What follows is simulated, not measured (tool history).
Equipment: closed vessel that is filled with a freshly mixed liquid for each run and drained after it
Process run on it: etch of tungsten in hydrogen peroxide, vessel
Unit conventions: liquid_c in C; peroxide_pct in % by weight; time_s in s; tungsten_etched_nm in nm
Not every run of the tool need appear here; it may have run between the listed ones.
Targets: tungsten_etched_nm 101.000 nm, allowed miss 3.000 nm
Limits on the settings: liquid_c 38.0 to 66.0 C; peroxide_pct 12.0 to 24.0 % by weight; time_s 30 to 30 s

{"run": 1, "hour": 0.0, "liquid_c": 54.0, "peroxide_pct": 16.0, "time_s": 30, "tungsten_etched_nm": 62.284}
{"run": 2, "hour": 0.9, "liquid_c": 55.0, "peroxide_pct": 16.0, "time_s": 30, "tungsten_etched_nm": 66.245}
{"run": 3, "hour": 6.8, "liquid_c": 51.5, "peroxide_pct": 16.0, "time_s": 30, "tungsten_etched_nm": 53.356}
{"run": 4, "hour": 13.4, "liquid_c": 53.0, "peroxide_pct": 16.0, "time_s": 30, "tungsten_etched_nm": 57.658}
{"run": 5, "hour": 15.3, "liquid_c": 53.0, "peroxide_pct": 18.5, "time_s": 30, "tungsten_etched_nm": 63.138}
{"run": 6, "hour": 21.8, "liquid_c": 54.0, "peroxide_pct": 18.5, "time_s": 30, "tungsten_etched_nm": 66.782}
{"run": 7, "hour": 28.1, "liquid_c": 55.0, "peroxide_pct": 18.5, "time_s": 30, "tungsten_etched_nm": 70.684}
{"run": 8, "hour": 33.5, "liquid_c": 56.0, "peroxide_pct": 18.5, "time_s": 30, "tungsten_etched_nm": 74.502}
{"run": 9, "hour": 42.5, "liquid_c": 57.0, "peroxide_pct": 18.5, "time_s": 30, "tungsten_etched_nm": 80.8}
{"run": 10, "hour": 51.4, "liquid_c": 57.5, "peroxide_pct": 18.5, "time_s": 30, "tungsten_etched_nm": 81.987}
{"run": 11, "hour": 54.3, "liquid_c": 58.0, "peroxide_pct": 18.5, "time_s": 30, "tungsten_etched_nm": 84.275}
{"run": 12, "hour": 58.6, "liquid_c": 58.5, "peroxide_pct": 18.5, "time_s": 30, "tungsten_etched_nm": 86.294}
{"run": 13, "hour": 61.5, "liquid_c": 59.0, "peroxide_pct": 18.5, "time_s": 30, "tungsten_etched_nm": 88.698}
{"run": 14, "hour": 66.5, "liquid_c": 59.5, "peroxide_pct": 18.5, "time_s": 30, "tungsten_etched_nm": 91.944}
{"run": 15, "hour": 75.4, "liquid_c": 60.5, "peroxide_pct": 18.5, "time_s": 30, "tungsten_etched_nm": 96.075}

Consider the 4 candidate settings below. Which is the only one whose results all fall within their allowed miss of target?
{"run": "A", "hour": 84.3, "liquid_c": 58.0, "peroxide_pct": 21.5, "time_s": 30, "tungsten_etched_nm": "?"}
{"run": "B", "hour": 84.3, "liquid_c": 60.0, "peroxide_pct": 18.5, "time_s": 30, "tungsten_etched_nm": "?"}
{"run": "C", "hour": 84.3, "liquid_c": 61.0, "peroxide_pct": 18.5, "time_s": 30, "tungsten_etched_nm": "?"}
{"run": "D", "hour": 84.3, "liquid_c": 62.5, "peroxide_pct": 14.0, "time_s": 30, "tungsten_etched_nm": "?"}

move=A tungsten_etched_nm=90.573
move=B tungsten_etched_nm=94.323
move=C tungsten_etched_nm=99.888
move=D tungsten_etched_nm=94.638
A: moves away from the targets compared with the last run
B: moves away from the targets compared with the last run
C: hits every target within its allowed miss
D: moves away from the targets compared with the last run
So the answer is move C, the one that meets all the targets.

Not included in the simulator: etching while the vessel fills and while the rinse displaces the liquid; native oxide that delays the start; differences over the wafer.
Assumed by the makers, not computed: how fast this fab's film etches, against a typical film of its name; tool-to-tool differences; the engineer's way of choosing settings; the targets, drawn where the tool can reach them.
